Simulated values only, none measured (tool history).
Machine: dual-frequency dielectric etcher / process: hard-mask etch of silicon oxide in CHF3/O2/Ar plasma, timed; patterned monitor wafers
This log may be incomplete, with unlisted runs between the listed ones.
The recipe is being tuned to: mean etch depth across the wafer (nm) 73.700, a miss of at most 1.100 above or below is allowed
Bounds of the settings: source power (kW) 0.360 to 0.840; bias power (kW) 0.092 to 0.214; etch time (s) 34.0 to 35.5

run	hour	source power (kW)	bias power (kW)	etch time (s)	mean etch depth across the wafer (nm)
1	0.0	0.600	0.153	34.0	62.062
2	2.2	0.600	0.129	34.0	59.483
3	3.9	0.600	0.155	34.0	62.883
4	6.1	0.600	0.155	34.0	62.312
5	12.7	0.600	0.155	34.0	62.543
6	17.5	0.600	0.155	35.5	65.198
7	22.6	0.640	0.157	35.5	66.999
8	24.7	0.680	0.159	35.5	68.439
9	29.3	0.710	0.161	35.5	70.302
10	37.4	0.730	0.162	35.5	70.778
11	41.0	0.730	0.162	35.5	70.752
12	47.4	0.750	0.163	35.5	71.430
13	51.2	0.760	0.164	35.5	71.725
14	52.5	0.770	0.165	35.5	72.605

Of the 4 settings listed for the next run, only one would bring every result within its allowed miss of target. Which one?
A	53.8	0.840	0.168	35.0	?
B	53.8	0.730	0.172	35.0	?
C	53.8	0.800	0.162	34.5	?
D	53.8	0.820	0.161	34.5	?

move	mean etch depth across the wafer (nm)
A	73.618
B	70.598
C	70.639
D	71.128
A: hits every target within its allowed miss
B: lands further from the targets than the last run did
C: lands further from the targets than the last run did
D: lands further from the targets than the last run did
Answer: A

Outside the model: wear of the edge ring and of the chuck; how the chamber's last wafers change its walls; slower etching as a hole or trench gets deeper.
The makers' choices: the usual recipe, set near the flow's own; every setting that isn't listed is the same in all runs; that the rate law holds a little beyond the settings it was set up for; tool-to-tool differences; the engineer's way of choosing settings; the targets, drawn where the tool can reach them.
